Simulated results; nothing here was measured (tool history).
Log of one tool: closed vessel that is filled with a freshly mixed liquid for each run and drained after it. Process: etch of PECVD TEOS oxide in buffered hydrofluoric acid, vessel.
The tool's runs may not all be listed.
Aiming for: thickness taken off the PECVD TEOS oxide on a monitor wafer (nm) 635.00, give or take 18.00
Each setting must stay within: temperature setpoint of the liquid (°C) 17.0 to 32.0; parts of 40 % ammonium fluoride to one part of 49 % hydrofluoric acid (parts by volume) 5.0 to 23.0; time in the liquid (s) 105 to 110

run,hour,temperature setpoint of the liquid (°C),parts of 40 % ammonium fluoride to one part of 49 % hydrofluoric acid (parts by volume),time in the liquid (s),thickness taken off the PECVD TEOS oxide on a monitor wafer (nm)
1,0.0,24.0,14.0,105,229.61
2,7.9,24.0,14.0,110,242.89
3,11.0,26.0,12.0,110,311.64
4,17.7,23.0,12.0,110,263.83
5,18.7,25.5,10.5,110,345.08
6,26.8,27.5,9.5,110,419.18
7,31.1,28.5,9.0,110,456.38
8,36.1,29.5,8.5,110,510.13
9,39.6,30.0,8.0,110,560.93
10,46.5,30.5,8.0,110,575.46
11,51.8,32.0,7.5,110,670.48
12,54.5,32.0,7.5,110,667.76

Exercise: of the 5 proposed moves below, exactly one satisfies all targets within the stated allowed misses. Which move is it?
A,57.2,29.5,6.5,105,?
B,57.2,31.0,6.5,110,?
C,57.2,30.5,6.0,105,?
D,57.2,28.0,5.5,105,?
E,57.2,32.0,7.0,110,?

move,thickness taken off the PECVD TEOS oxide on a monitor wafer (nm)
A,644.35
B,730.06
C,727.56
D,686.69
E,721.10
A: all results in spec
B: lands further from the targets than the last run did
C: lands further from the targets than the last run did
D: lands further from the targets than the last run did
E: lands further from the targets than the last run did
Move A is the one to make.

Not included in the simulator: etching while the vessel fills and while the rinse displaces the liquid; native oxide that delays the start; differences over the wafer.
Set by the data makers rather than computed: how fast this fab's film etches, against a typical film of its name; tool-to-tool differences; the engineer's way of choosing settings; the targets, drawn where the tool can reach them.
